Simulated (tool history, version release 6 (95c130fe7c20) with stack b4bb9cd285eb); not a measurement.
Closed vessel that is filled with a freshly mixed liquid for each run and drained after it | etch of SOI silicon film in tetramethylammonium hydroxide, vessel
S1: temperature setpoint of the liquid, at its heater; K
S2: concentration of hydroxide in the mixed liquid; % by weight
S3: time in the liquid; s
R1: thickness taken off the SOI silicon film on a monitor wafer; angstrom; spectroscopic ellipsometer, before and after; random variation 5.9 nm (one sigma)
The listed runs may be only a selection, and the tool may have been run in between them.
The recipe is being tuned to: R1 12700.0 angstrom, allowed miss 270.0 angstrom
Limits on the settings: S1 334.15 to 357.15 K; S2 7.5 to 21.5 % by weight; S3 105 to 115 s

run 1 hour=0.0 | S1=347.15 S2=14.5 S3=105 | R1=8326.3
run 2 hour=6.9 | S1=347.15 S2=12.0 S3=105 | R1=9006.3
run 3 hour=10.3 | S1=347.15 S2=10.5 S3=105 | R1=9581.1
run 4 hour=12.2 | S1=347.15 S2=10.5 S3=115 | R1=10450.0
run 5 hour=18.2 | S1=352.15 S2=10.5 S3=115 | R1=13866.0
run 6 hour=19.7 | S1=348.15 S2=10.5 S3=115 | R1=11057.0
run 7 hour=22.8 | S1=348.65 S2=10.5 S3=115 | R1=11294.0
run 8 hour=24.0 | S1=349.15 S2=10.5 S3=115 | R1=11649.0
run 9 hour=30.2 | S1=349.65 S2=10.5 S3=115 | R1=12009.0
run 10 hour=37.1 | S1=350.15 S2=10.5 S3=115 | R1=12315.0

4 candidate next runs follow, results not yet known. Just one meets every target within its allowed miss. Identify it.
run A hour=44.0 | S1=351.15 S2=12.0 S3=110 | R1=?
run B hour=44.0 | S1=355.15 S2=15.5 S3=105 | R1=?
run C hour=44.0 | S1=351.65 S2=11.5 S3=105 | R1=?
run D hour=44.0 | S1=350.15 S2=9.5 S3=105 | R1=?

move=A R1=11891.0
move=B R1=12596.0
move=C R1=11871.0
move=D R1=11698.0
A: the biggest miss grows against the last run
B: every result within its allowed miss
C: the biggest miss grows against the last run
D: the biggest miss grows against the last run
The move that meets every target is B.

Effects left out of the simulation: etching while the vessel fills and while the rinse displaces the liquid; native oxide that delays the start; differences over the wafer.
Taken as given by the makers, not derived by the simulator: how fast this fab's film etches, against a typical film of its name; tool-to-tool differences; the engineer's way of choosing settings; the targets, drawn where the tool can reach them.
